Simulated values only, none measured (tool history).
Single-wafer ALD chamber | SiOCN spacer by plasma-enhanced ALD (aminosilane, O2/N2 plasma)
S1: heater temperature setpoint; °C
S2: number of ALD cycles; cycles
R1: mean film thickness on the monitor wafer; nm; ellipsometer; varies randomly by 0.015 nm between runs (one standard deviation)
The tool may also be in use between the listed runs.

run 1 day=0 | S1=425 S2=102 | R1=5.5959
run 2 day=0.225 | S1=420 S2=102 | R1=5.7108
run 3 day=0.412 | S1=423 S2=102 | R1=5.6467
run 4 day=0.458 | S1=423 S2=114 | R1=6.2707
run 5 day=0.554 | S1=417 S2=114 | R1=6.4255
run 6 day=0.808 | S1=420 S2=112 | R1=6.2499
run 7 day=1.008 | S1=423 S2=111 | R1=6.1
run 8 day=1.354 | S1=426 S2=110 | R1=5.9998
run 9 day=1.583 | S1=428 S2=109 | R1=5.9207
run 10 day=1.792 | S1=430 S2=108 | R1=5.8395
run 11 day=2.138 | S1=432 S2=107 | R1=5.7253

Run 12 is up next; what results do you expect?
run 12 day=2.317 | S1=434 S2=106 | R1=?

R1: 5.611 nm
